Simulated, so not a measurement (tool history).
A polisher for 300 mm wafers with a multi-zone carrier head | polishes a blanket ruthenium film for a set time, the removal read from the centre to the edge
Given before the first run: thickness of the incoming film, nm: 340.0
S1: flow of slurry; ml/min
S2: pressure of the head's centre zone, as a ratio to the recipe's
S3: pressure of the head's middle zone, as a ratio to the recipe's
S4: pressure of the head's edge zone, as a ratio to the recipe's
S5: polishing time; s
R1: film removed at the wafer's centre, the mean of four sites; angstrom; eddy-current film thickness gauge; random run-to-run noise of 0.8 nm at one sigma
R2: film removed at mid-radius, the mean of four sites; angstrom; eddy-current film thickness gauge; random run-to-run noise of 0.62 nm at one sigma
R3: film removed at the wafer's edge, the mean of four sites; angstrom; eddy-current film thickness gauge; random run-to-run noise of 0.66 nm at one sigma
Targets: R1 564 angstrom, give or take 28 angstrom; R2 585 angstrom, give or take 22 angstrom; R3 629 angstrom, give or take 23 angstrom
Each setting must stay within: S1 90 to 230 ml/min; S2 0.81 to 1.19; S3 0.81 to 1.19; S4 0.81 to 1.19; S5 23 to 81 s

run,hour,S1,S2,S3,S4,S5,R1,R2,R3
1,0,150,1,1,1,52,730.25,719.91,721.57
2,8.7,180,1,1,1,52,768.58,736.95,724.86
3,15.1,170,0.97,0.97,0.98,51,729.06,705.95,705.13
4,17.2,170,0.97,0.89,0.98,51,716.8,647.91,706.71
5,20.8,160,0.94,0.89,0.96,50,685.13,634.21,679.75
6,21.8,155,0.91,0.89,0.96,49,640.69,621.07,666.88
7,27,150,0.9,0.89,0.95,49,638.63,610.42,652.33
8,35,145,0.88,0.89,0.95,49,608.95,598.07,654.35
9,35.7,140,0.87,0.9,0.94,49,601.06,614.13,645.27

Exercise: of the 5 proposed moves below, exactly one satisfies all targets within the stated allowed misses. Which move is it?
A,36.4,125,0.95,0.98,0.81,48,?,?,?
B,36.4,145,0.92,0.97,0.91,44,?,?,?
C,36.4,125,0.92,0.85,1.01,51,?,?,?
D,36.4,150,0.97,0.94,0.91,48,?,?,?
E,36.4,125,0.9,0.93,1.02,46,?,?,?

move,R1,R2,R3
A,623.27,633.49,580.68
B,575.63,596.39,575.05
C,640.56,597.87,684.1
D,667.65,638.13,630.83
E,565.41,581.01,619.34
A: further off than the last run
B: gets the furthest-off result to its target, but another result is out of tolerance
C: gets the furthest-off result to its target, but another result is out of tolerance
D: further off than the last run
E: all results in spec
E meets every target.

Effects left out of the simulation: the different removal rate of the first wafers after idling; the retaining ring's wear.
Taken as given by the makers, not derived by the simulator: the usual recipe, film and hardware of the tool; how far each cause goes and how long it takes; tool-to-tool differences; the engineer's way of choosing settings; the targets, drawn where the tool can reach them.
